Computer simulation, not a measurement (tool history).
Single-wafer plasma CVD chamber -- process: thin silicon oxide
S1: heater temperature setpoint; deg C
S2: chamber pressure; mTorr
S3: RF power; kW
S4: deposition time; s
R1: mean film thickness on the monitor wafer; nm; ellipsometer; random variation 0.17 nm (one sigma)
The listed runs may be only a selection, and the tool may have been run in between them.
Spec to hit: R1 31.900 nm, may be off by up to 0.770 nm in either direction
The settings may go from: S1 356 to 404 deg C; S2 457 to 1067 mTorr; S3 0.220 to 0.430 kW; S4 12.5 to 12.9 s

| run | hour | S1 | S2 | S3 | S4 | R1 |
|---|---|---|---|---|---|---|
| 1 | 0.0 | 380 | 762 | 0.325 | 12.5 | 23.706 |
| 2 | 5.8 | 380 | 762 | 0.285 | 12.5 | 22.051 |
| 3 | 14.0 | 380 | 797 | 0.285 | 12.5 | 23.065 |
| 4 | 16.8 | 380 | 797 | 0.305 | 12.5 | 24.142 |
| 5 | 25.3 | 380 | 797 | 0.260 | 12.5 | 21.896 |
| 6 | 31.0 | 380 | 831 | 0.260 | 12.5 | 22.475 |
| 7 | 35.9 | 380 | 860 | 0.265 | 12.5 | 23.781 |
| 8 | 44.4 | 380 | 886 | 0.270 | 12.5 | 24.465 |
| 9 | 50.8 | 380 | 908 | 0.275 | 12.5 | 25.345 |
|  | 53.1 | RF generator calibrated |
| 10 | 53.1 | 380 | 928 | 0.280 | 12.5 | 26.868 |

4 candidate next runs follow, results not yet known. Just one meets every target within its allowed miss. Identify it.
| A | 55.4 | 381 | 700 | 0.270 | 12.5 | ? |
| B | 55.4 | 382 | 1050 | 0.300 | 12.9 | ? |
| C | 55.4 | 395 | 859 | 0.265 | 12.5 | ? |
| D | 55.4 | 393 | 948 | 0.315 | 12.9 | ? |

| move | R1 |
|---|---|
| A | 20.279 |
| B | 31.618 |
| C | 24.146 |
| D | 29.934 |
A: moves away from the targets compared with the last run
B: each result inside its tolerance
C: moves away from the targets compared with the last run
D: nearer the targets than the last run, but a result is still out of spec
The move that meets every target is B.
